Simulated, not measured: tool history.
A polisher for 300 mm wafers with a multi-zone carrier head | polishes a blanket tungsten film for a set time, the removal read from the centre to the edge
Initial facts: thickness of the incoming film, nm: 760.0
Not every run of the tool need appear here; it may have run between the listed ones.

run    day  flow of slurry (ml/min)  pressure of the head's centre zone  pressure of the head's middle zone  pressure of the head's edge zone  abrasive content of the slurry  polishing time (s)  film removed at the wafer's centre (nm)  film removed at mid-radius (nm)  film removed at the wafer's edge (nm)
  1      0                      255                                   1                                   1                                 1                               1                  70                                   231.39                           236.06                                 233.97
  2  0.146                      255                                   1                                0.93                                 1                               1                  70                                    234.2                            226.8                                 238.13
  3   0.35                      250                                0.98                                0.91                              0.99                             0.9                  69                                    220.4                           216.65                                 224.39
  4  0.546                      250                                0.98                                0.91                              1.07                             0.9                  69                                   220.44                           213.66                                  235.8
  5  0.679                      245                                0.97                                0.89                              1.06                            0.85                  68                                   205.16                           204.39                                 225.88
  6  0.975                      245                                0.97                                0.89                              1.06                            0.85                  56                                   176.29                           169.02                                 186.48
  7  1.175                      255                                0.97                                0.91                              1.08                             0.9                  56                                   175.66                           169.59                                 192.85
  8  1.438                      255                                0.97                                0.93                              1.08                            0.95                  56                                   175.78                           180.85                                 196.67
  9  1.567                      260                                0.98                                0.93                              1.09                            0.95                  56                                   178.64                           176.18                                 193.47

For run 10, what comes out?
 10  1.683                      260                                0.98                                0.93                              1.09                               1                  56                                        ?                                ?                                      ?

Run 10 came out at film removed at the wafer's centre (nm) 184.73, film removed at mid-radius (nm) 177.28, film removed at the wafer's edge (nm) 197.12.
